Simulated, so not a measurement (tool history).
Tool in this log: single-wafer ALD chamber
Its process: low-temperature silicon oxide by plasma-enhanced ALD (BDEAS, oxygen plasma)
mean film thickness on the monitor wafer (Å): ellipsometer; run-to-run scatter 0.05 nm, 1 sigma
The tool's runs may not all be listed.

run,hour,heater temperature setpoint (K),number of ALD cycles (cycles),mean film thickness on the monitor wafer (Å)
1,0.0,368.15,51,74.604
2,8.8,367.15,53,77.542
3,17.0,367.15,48,70.352
4,23.6,360.15,48,72.223
5,26.5,364.15,48,70.454
6,28.9,364.15,45,66.767
# hour 37.9: thermocouple changed; heater temperature recalibrated
7,37.9,363.15,48,72.508

What does the tool deliver on the next run?
8,39.5,352.15,56,?

{"run 8": {"mean film thickness on the monitor wafer (Å)": 88.029}}
